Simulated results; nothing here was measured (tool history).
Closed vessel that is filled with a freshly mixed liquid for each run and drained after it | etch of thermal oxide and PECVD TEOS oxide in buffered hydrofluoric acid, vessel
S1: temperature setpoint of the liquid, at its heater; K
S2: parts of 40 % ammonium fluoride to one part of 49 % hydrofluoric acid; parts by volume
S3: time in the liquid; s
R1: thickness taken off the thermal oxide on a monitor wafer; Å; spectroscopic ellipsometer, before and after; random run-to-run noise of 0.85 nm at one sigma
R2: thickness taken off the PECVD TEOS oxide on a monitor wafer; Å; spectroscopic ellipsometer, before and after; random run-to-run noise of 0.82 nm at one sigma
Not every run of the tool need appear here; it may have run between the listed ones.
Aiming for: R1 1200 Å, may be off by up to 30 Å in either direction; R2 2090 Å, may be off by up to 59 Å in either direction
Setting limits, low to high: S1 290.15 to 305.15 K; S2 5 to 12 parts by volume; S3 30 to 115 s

{"run": 1, "hour": 0.0, "S1": 297.15, "S2": 7, "S3": 60, "R1": 1054.3, "R2": 1833.5}
{"run": 2, "hour": 3.3, "S1": 297.65, "S2": 7, "S3": 60, "R1": 1083.6, "R2": 1877.5}
{"run": 3, "hour": 8.5, "S1": 297.65, "S2": 8.5, "S3": 60, "R1": 879.37, "R2": 1534.4}
{"run": 4, "hour": 16.8, "S1": 297.65, "S2": 8.5, "S3": 50, "R1": 726.61, "R2": 1273.3}
{"run": 5, "hour": 18.4, "S1": 300.15, "S2": 8.5, "S3": 50, "R1": 821.03, "R2": 1444.2}
{"run": 6, "hour": 26.5, "S1": 300.15, "S2": 8.5, "S3": 65, "R1": 1093.5, "R2": 1872.4}
{"run": 7, "hour": 34.6, "S1": 300.65, "S2": 8.5, "S3": 65, "R1": 1118.7, "R2": 1945}
{"run": 8, "hour": 36.4, "S1": 301.65, "S2": 8.5, "S3": 65, "R1": 1173.8, "R2": 2027.5}

Exercise: of the 4 proposed moves below, exactly one satisfies all targets within the stated allowed misses. Which move is it?
{"run": "A", "hour": 38.2, "S1": 303.15, "S2": 8.5, "S3": 65, "R1": "?", "R2": "?"}
{"run": "B", "hour": 38.2, "S1": 300.15, "S2": 11, "S3": 90, "R1": "?", "R2": "?"}
{"run": "C", "hour": 38.2, "S1": 296.15, "S2": 12, "S3": 115, "R1": "?", "R2": "?"}
{"run": "D", "hour": 38.2, "S1": 303.15, "S2": 6.5, "S3": 50, "R1": "?", "R2": "?"}

move=A R1=1255.7 R2=2204.9
move=B R1=1191.8 R2=2092.7
move=C R1=1129.2 R2=1982.8
move=D R1=1270 R2=2230.2
A: moves the result that the last run missed by most past its target, out the other side
B: every result within its allowed miss
C: misses by more than the last run did
D: moves the result that the last run missed by most past its target, out the other side
Answer: B

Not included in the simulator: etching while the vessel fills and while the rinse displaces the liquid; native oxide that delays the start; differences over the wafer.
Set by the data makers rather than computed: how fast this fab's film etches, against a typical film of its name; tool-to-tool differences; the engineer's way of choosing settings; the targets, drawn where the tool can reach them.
